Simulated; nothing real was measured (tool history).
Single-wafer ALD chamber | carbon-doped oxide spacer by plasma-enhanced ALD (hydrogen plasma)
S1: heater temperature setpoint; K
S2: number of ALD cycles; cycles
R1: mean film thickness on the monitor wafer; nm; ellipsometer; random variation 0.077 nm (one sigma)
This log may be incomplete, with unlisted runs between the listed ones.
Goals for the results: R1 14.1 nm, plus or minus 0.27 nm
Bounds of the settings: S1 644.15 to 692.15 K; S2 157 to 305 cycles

run,hour,S1,S2,R1
1,0,668.15,231,11.854
2,8.5,668.15,250,12.691
3,12.9,668.15,238,12.16
4,20.1,668.15,269,13.751
5,21.9,668.15,294,15.028
6,24.8,661.15,294,15.099
7,28.8,661.15,294,14.97
8,35.5,661.15,290,14.816
9,36.9,661.15,287,14.536
10,41.1,661.15,285,14.417

Of the 5 settings listed for the next run, only one would bring every result within its allowed miss of target. Which one?
A,45.3,660.15,290,?
B,45.3,662.15,276,?
C,45.3,668.15,294,?
D,45.3,657.15,291,?
E,45.3,662.15,287,?

move,R1
A,14.728
B,14.017
C,14.931
D,14.779
E,14.576
A: lands further from the targets than the last run did
B: meets every target
C: lands further from the targets than the last run did
D: lands further from the targets than the last run did
E: lands further from the targets than the last run did
Answer: B
